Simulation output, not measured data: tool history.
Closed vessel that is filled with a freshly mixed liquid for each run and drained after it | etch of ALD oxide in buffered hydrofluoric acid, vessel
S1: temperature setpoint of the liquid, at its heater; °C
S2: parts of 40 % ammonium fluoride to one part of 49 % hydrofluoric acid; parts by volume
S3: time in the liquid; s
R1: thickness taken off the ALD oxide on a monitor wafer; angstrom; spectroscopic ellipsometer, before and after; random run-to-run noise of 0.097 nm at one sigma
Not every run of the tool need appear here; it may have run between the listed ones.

run 1 day=0 | S1=22 S2=14 S3=35 | R1=336.63
run 2 day=0.117 | S1=20.5 S2=16 S3=35 | R1=270.02
run 3 day=0.367 | S1=17.5 S2=16 S3=35 | R1=224.9
run 4 day=0.529 | S1=17.5 S2=17.5 S3=35 | R1=206.4
run 5 day=0.629 | S1=17.5 S2=17.5 S3=35 | R1=207.47
run 6 day=1.012 | S1=17 S2=17.5 S3=35 | R1=203.26

Expected results for the next run?
run 7 day=1.092 | S1=17 S2=19 S3=35 | R1=?

{"run 7": {"R1": 188.21}}
